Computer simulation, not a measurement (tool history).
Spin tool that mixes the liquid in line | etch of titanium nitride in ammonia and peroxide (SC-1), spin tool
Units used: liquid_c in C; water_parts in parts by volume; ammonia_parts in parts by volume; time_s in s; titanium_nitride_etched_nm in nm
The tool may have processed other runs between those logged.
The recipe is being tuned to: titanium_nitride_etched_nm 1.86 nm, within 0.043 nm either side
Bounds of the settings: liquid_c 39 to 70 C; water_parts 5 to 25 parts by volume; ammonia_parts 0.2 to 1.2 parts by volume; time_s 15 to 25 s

{"run": 1, "hour": 0.0, "liquid_c": 55, "water_parts": 14, "ammonia_parts": 0.75, "time_s": 25, "titanium_nitride_etched_nm": 2.9327}
{"run": 2, "hour": 2.5, "liquid_c": 55, "water_parts": 14, "ammonia_parts": 0.5, "time_s": 25, "titanium_nitride_etched_nm": 2.7385}
{"run": 3, "hour": 5.5, "liquid_c": 53, "water_parts": 14, "ammonia_parts": 0.5, "time_s": 25, "titanium_nitride_etched_nm": 2.3859}
{"run": 4, "hour": 7.2, "liquid_c": 60, "water_parts": 14, "ammonia_parts": 0.5, "time_s": 25, "titanium_nitride_etched_nm": 3.8152}
{"run": 5, "hour": 15.8, "liquid_c": 56.5, "water_parts": 14, "ammonia_parts": 0.5, "time_s": 25, "titanium_nitride_etched_nm": 3.0152}
{"run": 6, "hour": 21.8, "liquid_c": 56.5, "water_parts": 14, "ammonia_parts": 0.5, "time_s": 25, "titanium_nitride_etched_nm": 3.028}
{"run": 7, "hour": 23.1, "liquid_c": 54, "water_parts": 14, "ammonia_parts": 0.5, "time_s": 25, "titanium_nitride_etched_nm": 2.5632}
{"run": 8, "hour": 28.3, "liquid_c": 52.5, "water_parts": 14, "ammonia_parts": 0.5, "time_s": 25, "titanium_nitride_etched_nm": 2.3064}
{"run": 9, "hour": 36.4, "liquid_c": 51.5, "water_parts": 14, "ammonia_parts": 0.5, "time_s": 25, "titanium_nitride_etched_nm": 2.1221}

Which one of the following 4 next-run settings gets every result inside its allowed miss? There is exactly one.
{"run": "A", "hour": 44.5, "liquid_c": 49.5, "water_parts": 14, "ammonia_parts": 0.4, "time_s": 25, "titanium_nitride_etched_nm": "?"}
{"run": "B", "hour": 44.5, "liquid_c": 49.5, "water_parts": 17, "ammonia_parts": 0.65, "time_s": 25, "titanium_nitride_etched_nm": "?"}
{"run": "C", "hour": 44.5, "liquid_c": 52, "water_parts": 15, "ammonia_parts": 0.35, "time_s": 25, "titanium_nitride_etched_nm": "?"}
{"run": "D", "hour": 44.5, "liquid_c": 55.5, "water_parts": 11.5, "ammonia_parts": 0.45, "time_s": 15, "titanium_nitride_etched_nm": "?"}

move=A titanium_nitride_etched_nm=1.7738
move=B titanium_nitride_etched_nm=1.7426
move=C titanium_nitride_etched_nm=1.9816
move=D titanium_nitride_etched_nm=1.8249
A: takes the result that was furthest off past its target
B: takes the result that was furthest off past its target
C: gains on the last run, yet a result remains outside its allowed miss
D: meets every target
D meets every target.
